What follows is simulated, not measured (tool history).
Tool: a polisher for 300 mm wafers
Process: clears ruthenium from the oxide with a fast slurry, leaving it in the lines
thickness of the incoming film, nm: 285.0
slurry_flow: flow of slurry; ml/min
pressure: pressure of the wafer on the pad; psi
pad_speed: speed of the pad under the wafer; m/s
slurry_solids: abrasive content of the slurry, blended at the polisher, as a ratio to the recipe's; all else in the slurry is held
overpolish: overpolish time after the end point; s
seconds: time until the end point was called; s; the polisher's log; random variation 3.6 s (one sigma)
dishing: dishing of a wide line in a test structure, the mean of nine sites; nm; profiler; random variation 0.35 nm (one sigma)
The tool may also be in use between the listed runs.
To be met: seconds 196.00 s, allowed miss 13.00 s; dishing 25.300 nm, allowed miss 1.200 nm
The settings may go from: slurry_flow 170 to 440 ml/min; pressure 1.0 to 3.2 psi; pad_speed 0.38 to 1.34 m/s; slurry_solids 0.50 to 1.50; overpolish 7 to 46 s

| run | hour | slurry_flow | pressure | pad_speed | slurry_solids | overpolish | seconds | dishing |
|---|---|---|---|---|---|---|---|---|
| 1 | 0.0 | 280 | 2.1 | 0.86 | 1.00 | 24 | 110.90 | 46.821 |
| 2 | 7.9 | 235 | 2.1 | 0.86 | 1.00 | 24 | 111.22 | 46.174 |
| 3 | 16.6 | 235 | 2.1 | 0.94 | 1.00 | 24 | 100.89 | 50.812 |
| 4 | 21.9 | 235 | 1.9 | 0.90 | 1.00 | 23 | 118.54 | 42.427 |
| 5 | 29.9 | 235 | 1.4 | 0.90 | 1.00 | 23 | 166.69 | 32.845 |
| 6 | 30.8 | 185 | 1.4 | 0.90 | 1.00 | 23 | 173.04 | 31.733 |
| 7 | 35.4 | 190 | 1.4 | 0.90 | 1.00 | 22 | 165.19 | 30.598 |
| 8 | 39.4 | 190 | 1.3 | 0.90 | 1.00 | 22 | 173.23 | 28.756 |
| 9 | 46.6 | 190 | 1.2 | 0.90 | 1.00 | 22 | 193.30 | 26.601 |

Which of these 5 next moves meets every target?
| A | 53.8 | 170 | 1.1 | 0.98 | 1.05 | 23 | ? | ? |
| B | 53.8 | 170 | 1.4 | 0.74 | 1.15 | 24 | ? | ? |
| C | 53.8 | 205 | 1.2 | 0.92 | 1.00 | 23 | ? | ? |
| D | 53.8 | 175 | 1.2 | 0.92 | 1.05 | 25 | ? | ? |
| E | 53.8 | 210 | 1.2 | 0.88 | 0.95 | 21 | ? | ? |

| move | seconds | dishing |
|---|---|---|
| A | 192.03 | 27.351 |
| B | 195.98 | 27.912 |
| C | 185.03 | 28.296 |
| D | 187.30 | 30.189 |
| E | 195.41 | 24.753 |
A: further off than the last run
B: further off than the last run
C: further off than the last run
D: further off than the last run
E: meets every target
The right move is E.
